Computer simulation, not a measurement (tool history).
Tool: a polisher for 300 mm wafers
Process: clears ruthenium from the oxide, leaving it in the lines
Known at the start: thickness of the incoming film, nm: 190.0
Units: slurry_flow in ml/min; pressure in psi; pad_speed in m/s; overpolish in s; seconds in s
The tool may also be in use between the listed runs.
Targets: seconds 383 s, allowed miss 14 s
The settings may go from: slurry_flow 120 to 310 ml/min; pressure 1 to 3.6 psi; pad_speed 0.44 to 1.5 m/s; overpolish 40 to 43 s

Run 1, hour 0: slurry_flow 200 ml/min, pressure 2.3 psi, pad_speed 0.96 m/s, overpolish 40 s. Result: seconds 191.84 s.
Run 2, hour 5: slurry_flow 200 ml/min, pressure 2.3 psi, pad_speed 0.96 m/s, overpolish 40 s. Result: seconds 192.75 s.
Run 3, hour 10.3: slurry_flow 200 ml/min, pressure 1.9 psi, pad_speed 0.92 m/s, overpolish 40 s. Result: seconds 242.77 s.
Run 4, hour 13.6: slurry_flow 200 ml/min, pressure 1.7 psi, pad_speed 0.92 m/s, overpolish 40 s. Result: seconds 264.4 s.
Run 5, hour 19.2: slurry_flow 230 ml/min, pressure 1.7 psi, pad_speed 0.92 m/s, overpolish 40 s. Result: seconds 253.35 s.
Run 6, hour 27.9: slurry_flow 215 ml/min, pressure 1.5 psi, pad_speed 0.92 m/s, overpolish 40 s. Result: seconds 300.44 s.
Run 7, hour 34.6: slurry_flow 200 ml/min, pressure 1.4 psi, pad_speed 0.92 m/s, overpolish 40 s. Result: seconds 320.56 s.
Run 8, hour 35.3: slurry_flow 185 ml/min, pressure 1.4 psi, pad_speed 0.92 m/s, overpolish 40 s. Result: seconds 317.9 s.
Run 9, hour 39.2: slurry_flow 180 ml/min, pressure 1.3 psi, pad_speed 0.92 m/s, overpolish 40 s. Result: seconds 350.53 s.

Which of these 5 next moves meets every target?
Run A, hour 43.1: slurry_flow 195 ml/min, pressure 1.4 psi, pad_speed 0.86 m/s, overpolish 40 s. Result: seconds ?.
Run B, hour 43.1: slurry_flow 130 ml/min, pressure 1.5 psi, pad_speed 0.86 m/s, overpolish 40 s. Result: seconds ?.
Run C, hour 43.1: slurry_flow 140 ml/min, pressure 1.7 psi, pad_speed 0.76 m/s, overpolish 43 s. Result: seconds ?.
Run D, hour 43.1: slurry_flow 145 ml/min, pressure 1.6 psi, pad_speed 0.76 m/s, overpolish 40 s. Result: seconds ?.
Run E, hour 43.1: slurry_flow 170 ml/min, pressure 1.2 psi, pad_speed 0.9 m/s, overpolish 42 s. Result: seconds ?.

move  seconds
   A   346.63
   B   346.93
   C   341.87
   D   360.03
   E   391.59
A: further off than the last run
B: further off than the last run
C: further off than the last run
D: nearer than the last run, and not there yet
E: meets every target
Answer: E
